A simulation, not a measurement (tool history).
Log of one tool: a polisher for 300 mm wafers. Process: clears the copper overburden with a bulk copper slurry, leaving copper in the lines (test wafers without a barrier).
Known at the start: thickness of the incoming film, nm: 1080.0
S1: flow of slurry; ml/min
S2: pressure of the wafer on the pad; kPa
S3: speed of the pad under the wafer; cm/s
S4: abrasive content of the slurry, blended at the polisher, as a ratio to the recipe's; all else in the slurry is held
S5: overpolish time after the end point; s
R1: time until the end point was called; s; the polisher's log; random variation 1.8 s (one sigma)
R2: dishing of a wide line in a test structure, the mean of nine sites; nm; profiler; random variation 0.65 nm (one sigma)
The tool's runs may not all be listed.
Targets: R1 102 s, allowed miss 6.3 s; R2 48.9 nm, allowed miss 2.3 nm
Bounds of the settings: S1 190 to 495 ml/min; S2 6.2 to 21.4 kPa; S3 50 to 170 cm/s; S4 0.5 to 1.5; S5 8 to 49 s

run	day	S1	S2	S3	S4	S5	R1	R2
1	0	320	13.8	110	1	25	156.38	72.019
2	0.05	320	16.5	110	1	25	131.64	82.538
3	0.112	350	15.2	120	1.1	22	128.73	77.612
4	0.158	350	15.2	120	1.1	14	128.13	60.632
5	0.2	350	17.9	120	1.1	14	106.47	67.859
6	0.571	320	17.2	128	1	13	109.56	64.573
7	0.883	295	16.5	136	0.9	12	109.64	61.23
8	1.029	275	15.9	142	0.85	11	111.93	55.722
9	1.304	260	15.9	146	0.8	10	111.04	54.434
10	1.417	260	15.9	146	0.8	10	114.36	53.071
11	1.45	250	15.9	150	0.75	10	110.42	54.186
12	1.508	240	15.9	154	0.75	10	108.86	54.393
13	1.846	235	15.9	156	0.7	10	109.27	55.619
14	2.212	225	15.2	158	0.75	10	110.36	53.339
15	2.312	225	15.2	158	0.75	10	114.23	53.502
16	2.467	225	15.2	158	0.75	10	110.12	52.917
17	2.833	220	15.2	160	0.8	10	111.18	55.41
18	2.971	235	15.2	160	0.75	10	112.18	53.631

5 next moves are on the table. One of them brings every result within its allowed miss. Which?
A	3.108	260	13.8	160	0.85	13	?	?
B	3.108	235	16.5	164	0.75	13	?	?
C	3.108	280	14.5	136	0.9	13	?	?
D	3.108	250	16.5	148	0.85	12	?	?
E	3.108	190	16.5	166	0.75	8	?	?

move	R1	R2
A	113.35	60.534
B	96.68	68.046
C	123.96	57.772
D	102.95	62.705
E	98.717	49.468
A: further off than the last run
B: further off than the last run
C: further off than the last run
D: further off than the last run
E: meets every target
The right move is E.
